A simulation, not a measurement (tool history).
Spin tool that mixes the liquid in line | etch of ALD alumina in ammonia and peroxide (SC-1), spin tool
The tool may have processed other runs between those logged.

run,hour,temperature setpoint of the liquid (K),parts of 29 % ammonia solution to one part of 30 % peroxide (parts by volume),time under the liquid (s),thickness taken off the ALD alumina on a monitor wafer (Å)
1,0.0,324.15,0.75,260,140.530
2,7.0,321.15,0.75,260,119.350
3,9.5,324.15,0.75,260,141.190
4,16.3,320.65,0.75,260,116.450
5,21.4,316.65,0.75,260,93.255
6,26.3,322.15,0.75,260,127.480
7,28.3,330.15,0.80,260,195.890
8,29.0,331.15,0.80,260,205.600
9,36.4,331.65,0.80,260,214.490

Run 10 comes next. What will it give?
10,45.0,332.15,0.80,260,?

thickness taken off the ALD alumina on a monitor wafer (Å): 218.570
